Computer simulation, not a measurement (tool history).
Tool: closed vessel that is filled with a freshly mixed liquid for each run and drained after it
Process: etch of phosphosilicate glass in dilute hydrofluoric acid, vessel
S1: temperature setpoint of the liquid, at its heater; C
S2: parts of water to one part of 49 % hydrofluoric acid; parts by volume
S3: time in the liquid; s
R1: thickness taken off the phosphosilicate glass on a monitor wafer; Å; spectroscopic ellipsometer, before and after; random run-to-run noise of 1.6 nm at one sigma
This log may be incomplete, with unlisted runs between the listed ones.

run  hour    S1   S2   S3      R1
  1     0    20   85  100    1097
  2   3.8  21.5   80  100  1242.5
  3   5.2  22.5   80  100  1293.3
  4   7.8  22.5   80  110  1413.1
  5  12.7  22.5  100  110  1097.6
  6  20.5  22.5  100  110  1099.9
  7  28.7  23.5   95  110  1216.5
  8  30.5    24   90  110  1309.4
  9  38.3  24.5   85  110  1435.9

Expected results for the next run?
 10  42.1  25  85  110   ?

R1: 1431.1 Å
